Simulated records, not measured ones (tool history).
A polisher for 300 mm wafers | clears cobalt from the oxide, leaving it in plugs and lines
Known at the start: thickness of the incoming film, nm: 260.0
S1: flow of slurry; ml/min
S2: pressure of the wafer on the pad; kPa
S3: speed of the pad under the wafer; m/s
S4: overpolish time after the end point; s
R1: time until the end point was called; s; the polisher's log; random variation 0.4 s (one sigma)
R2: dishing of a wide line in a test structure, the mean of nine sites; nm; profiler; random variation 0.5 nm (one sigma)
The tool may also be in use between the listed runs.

run	hour	S1	S2	S3	S4	R1	R2
1	0	295	15.2	0.94	20	46.002	41.624
2	6.9	365	15.2	0.94	20	45.148	41.535
3	15.3	365	16.5	0.94	20	41.909	43.423
4	17.6	365	15.2	0.94	20	45.636	41.718
5	26.1	360	14.5	1.04	17	42.376	41.834
6	26.9	360	14.5	1.04	25	42.97	42.781
7	30.2	385	13.1	1.14	20	43.246	43.413
8	33.8	335	15.2	1.02	17	42.555	40.674
9	38.6	295	15.9	1.04	14	41.193	39.951
10	41.2	265	16.5	1.04	12	39.622	38.85
# hour 49.3: head pressure recalibrated
11	49.3	245	17.2	1.04	11	42.386	35.633
12	57.6	230	18.6	1.02	10	41.169	34.443
13	61.7	215	20	1	9	38.961	34.159

Run 14 comes next. What will it give?
14	67.5	175	22.8	0.9	6	?	?

R1: 39.715 s
R2: 27.071 nm

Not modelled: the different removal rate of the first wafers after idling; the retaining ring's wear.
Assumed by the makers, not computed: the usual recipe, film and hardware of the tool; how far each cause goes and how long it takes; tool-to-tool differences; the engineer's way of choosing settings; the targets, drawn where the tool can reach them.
